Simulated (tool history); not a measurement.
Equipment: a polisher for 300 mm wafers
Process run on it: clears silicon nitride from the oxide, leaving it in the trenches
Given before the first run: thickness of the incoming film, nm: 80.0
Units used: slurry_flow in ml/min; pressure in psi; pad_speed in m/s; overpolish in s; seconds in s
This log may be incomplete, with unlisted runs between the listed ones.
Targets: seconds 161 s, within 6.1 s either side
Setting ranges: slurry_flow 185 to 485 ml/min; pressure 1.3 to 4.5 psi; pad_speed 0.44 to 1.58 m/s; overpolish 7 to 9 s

run	hour	slurry_flow	pressure	pad_speed	overpolish	seconds
1	0	310	2.9	1	9	112.84
2	7.8	310	3.2	1	9	100.48
3	13.4	310	2.8	1	9	116.84
4	21.6	310	2.5	1	9	131.97
5	29	310	1.8	1	9	176.44
6	38	310	1.3	1	9	239.25
7	42.3	310	1.5	1	9	212.8
8	49.5	310	1.7	1	9	182.26
9	53.6	310	1.8	1	9	177.58
10	61.8	310	1.8	1	9	175.45
11	65.2	310	1.9	1	9	168.04

4 next moves are on the table. One of them brings every result within its allowed miss. Which?
A	68.6	360	1.8	0.92	7	?
B	68.6	200	1.6	1.26	7	?
C	68.6	320	2.1	1.04	9	?
D	68.6	305	1.9	1.08	9	?

move	seconds
A	184.81
B	177.72
C	149.13
D	160.83
A: further off than the last run
B: further off than the last run
C: moves the result that the last run missed by most past its target, out the other side
D: hits every target within its allowed miss
D is the move that brings every result within its allowed miss.
